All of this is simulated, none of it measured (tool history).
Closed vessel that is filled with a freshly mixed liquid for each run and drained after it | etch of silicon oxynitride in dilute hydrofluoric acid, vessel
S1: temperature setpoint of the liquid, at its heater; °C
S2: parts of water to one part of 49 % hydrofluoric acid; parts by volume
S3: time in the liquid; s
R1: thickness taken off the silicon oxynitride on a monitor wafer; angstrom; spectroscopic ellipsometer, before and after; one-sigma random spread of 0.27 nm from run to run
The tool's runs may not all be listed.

| run | day | S1 | S2 | S3 | R1 |
|---|---|---|---|---|---|
| 1 | 0.000 | 23.0 | 50 | 665 | 348.22 |
| 2 | 0.212 | 23.0 | 60 | 665 | 284.96 |
| 3 | 0.462 | 23.0 | 45 | 665 | 386.08 |
| 4 | 0.579 | 26.5 | 45 | 665 | 456.34 |
| 5 | 0.900 | 23.0 | 45 | 665 | 388.53 |
| 6 | 0.967 | 25.0 | 40 | 665 | 481.13 |
| 7 | 1.004 | 26.5 | 40 | 665 | 519.55 |

Run 8, settings as shown, results not yet in. Your forecast:
| 8 | 1.079 | 30.5 | 30 | 665 | ? |

Run 8 produced R1 846.52 angstrom.

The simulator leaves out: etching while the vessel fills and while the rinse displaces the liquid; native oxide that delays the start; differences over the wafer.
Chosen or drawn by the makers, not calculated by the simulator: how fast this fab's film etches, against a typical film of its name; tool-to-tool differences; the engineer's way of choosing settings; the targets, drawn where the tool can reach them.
